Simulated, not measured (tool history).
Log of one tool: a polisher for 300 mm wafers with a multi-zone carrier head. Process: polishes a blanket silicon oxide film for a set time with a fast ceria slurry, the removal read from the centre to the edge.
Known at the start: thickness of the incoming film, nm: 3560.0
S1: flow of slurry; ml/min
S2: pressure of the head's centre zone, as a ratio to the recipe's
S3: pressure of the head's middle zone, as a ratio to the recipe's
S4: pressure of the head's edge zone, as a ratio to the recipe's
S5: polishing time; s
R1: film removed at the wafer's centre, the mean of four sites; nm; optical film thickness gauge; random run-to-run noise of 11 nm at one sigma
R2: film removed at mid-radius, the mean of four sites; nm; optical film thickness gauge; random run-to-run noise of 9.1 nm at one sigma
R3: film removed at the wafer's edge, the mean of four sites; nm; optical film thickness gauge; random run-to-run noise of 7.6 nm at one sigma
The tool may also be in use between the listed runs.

run,hour,S1,S2,S3,S4,S5,R1,R2,R3
1,0,155,1,1,1,68,1107.5,1095.5,1089.3
2,6,145,0.96,0.95,1.04,68,1051.5,1018.3,1111.4
3,10.4,145,0.96,0.95,1.04,52,803.27,777.93,856.85
4,15.8,155,0.92,0.93,1.08,55,813.88,818.64,930.85
5,22.7,155,0.85,0.93,1.08,55,761.94,823.7,934.02
6,26.6,155,0.9,0.93,1.08,55,822.27,824.4,927.34
7,34.3,145,0.88,0.91,1.11,58,817.41,838.29,969.42
8,34.8,155,0.86,0.88,1.13,59,841.1,831.55,1021.1

Forecast run 9:
9,35.8,160,0.85,0.87,1.15,60,?,?,?

R1: 851.41 nm
R2: 844 nm
R3: 1047.8 nm
